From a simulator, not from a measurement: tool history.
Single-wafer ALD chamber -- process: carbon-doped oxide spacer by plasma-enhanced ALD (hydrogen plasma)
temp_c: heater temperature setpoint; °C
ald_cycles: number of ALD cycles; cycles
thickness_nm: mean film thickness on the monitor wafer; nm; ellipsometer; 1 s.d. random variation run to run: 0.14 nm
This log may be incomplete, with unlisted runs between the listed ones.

| run | day | temp_c | ald_cycles | thickness_nm |
|---|---|---|---|---|
| 1 | 0.000 | 380 | 357 | 18.253 |
| 2 | 0.233 | 385 | 357 | 18.138 |
| 3 | 0.404 | 385 | 365 | 18.585 |
| 4 | 0.642 | 378 | 365 | 18.718 |
| 5 | 0.933 | 370 | 365 | 18.637 |
| 6 | 1.012 | 370 | 372 | 19.142 |
| 7 | 1.300 | 370 | 378 | 19.138 |
| 8 | 1.675 | 370 | 386 | 19.855 |
| 9 | 2.029 | 370 | 391 | 19.869 |

The next listed run, before its measurement:
| 10 | 2.175 | 370 | 397 | ? |

Logged for run 10: thickness_nm 20.413 nm.
